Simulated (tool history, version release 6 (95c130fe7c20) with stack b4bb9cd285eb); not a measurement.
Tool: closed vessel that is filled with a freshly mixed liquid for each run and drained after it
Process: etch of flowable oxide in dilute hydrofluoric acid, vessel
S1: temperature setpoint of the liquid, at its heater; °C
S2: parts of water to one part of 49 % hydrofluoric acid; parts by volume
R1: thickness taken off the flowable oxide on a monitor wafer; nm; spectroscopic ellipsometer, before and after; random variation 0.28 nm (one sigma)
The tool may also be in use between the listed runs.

Run 1, day 0.000: S1 25.0 °C, S2 95 parts by volume, time in the liquid (s) 30. Result: R1 11.556 nm.
Run 2, day 0.350: S1 26.0 °C, S2 90 parts by volume, time in the liquid (s) 30. Result: R1 12.804 nm.
Run 3, day 0.708: S1 26.5 °C, S2 85 parts by volume, time in the liquid (s) 30. Result: R1 13.734 nm.
Run 4, day 0.858: S1 26.5 °C, S2 110 parts by volume, time in the liquid (s) 30. Result: R1 10.055 nm.
Run 5, day 1.229: S1 27.0 °C, S2 100 parts by volume, time in the liquid (s) 30. Result: R1 11.612 nm.
Run 6, day 1.488: S1 27.5 °C, S2 95 parts by volume, time in the liquid (s) 30. Result: R1 12.502 nm.
Run 7, day 1.800: S1 28.0 °C, S2 90 parts by volume, time in the liquid (s) 30. Result: R1 13.432 nm.
Run 8, day 2.146: S1 28.5 °C, S2 85 parts by volume, time in the liquid (s) 30. Result: R1 14.670 nm.
Run 9, day 2.238: S1 29.0 °C, S2 80 parts by volume, time in the liquid (s) 30. Result: R1 16.086 nm.
Run 10, day 2.579: S1 29.5 °C, S2 75 parts by volume, time in the liquid (s) 30. Result: R1 17.642 nm.
Run 11, day 2.642: S1 30.0 °C, S2 70 parts by volume, time in the liquid (s) 30. Result: R1 19.667 nm.

The next listed run, before its measurement:
Run 12, day 2.717: S1 30.5 °C, S2 70 parts by volume, time in the liquid (s) 30. Result: R1 ?.

Run 12 gave R1 19.990 nm.

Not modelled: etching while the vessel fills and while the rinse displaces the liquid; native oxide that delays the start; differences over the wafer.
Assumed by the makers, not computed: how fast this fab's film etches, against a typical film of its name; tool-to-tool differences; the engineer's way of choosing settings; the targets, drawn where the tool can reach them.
